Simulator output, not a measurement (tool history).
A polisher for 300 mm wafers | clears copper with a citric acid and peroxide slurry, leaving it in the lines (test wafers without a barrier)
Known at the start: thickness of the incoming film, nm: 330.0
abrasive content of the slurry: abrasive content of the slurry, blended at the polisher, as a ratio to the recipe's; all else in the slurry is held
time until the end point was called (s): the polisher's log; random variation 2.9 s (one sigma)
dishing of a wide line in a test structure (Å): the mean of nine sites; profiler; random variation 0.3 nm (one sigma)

run  hour  flow of slurry (ml/min)  pressure of the wafer on the pad (kPa)  speed of the pad under the wafer (cm/s)  abrasive content of the slurry  overpolish time after the end point (s)  time until the end point was called (s)  dishing of a wide line in a test structure (Å)
  1   0.0                      255                                    23.4                                      122                            1.00                                       23                                   103.80                                          412.11
  2   4.9                      255                                    22.8                                      122                            1.00                                       21                                   104.46                                          366.53
  3   7.5                      255                                    21.4                                      122                            1.00                                       20                                   116.04                                          346.97
  4  13.2                      255                                    21.4                                      120                            1.00                                       18                                   116.07                                          325.20
  5  21.0                      255                                    21.4                                      120                            1.15                                       18                                   111.50                                          325.09
  6  25.2                      280                                    21.4                                      120                            1.15                                       18                                   107.08                                          330.22
  7  28.0                      320                                    14.5                                      118                            1.15                                       10                                   136.43                                          159.29

Run 8 comes next. What will it give?
  8  29.9                      310                                    14.5                                      118                            1.15                                       10                                        ?                                               ?

Run 8 gave time until the end point was called (s) 143.08, dishing of a wide line in a test structure (Å) 156.35.

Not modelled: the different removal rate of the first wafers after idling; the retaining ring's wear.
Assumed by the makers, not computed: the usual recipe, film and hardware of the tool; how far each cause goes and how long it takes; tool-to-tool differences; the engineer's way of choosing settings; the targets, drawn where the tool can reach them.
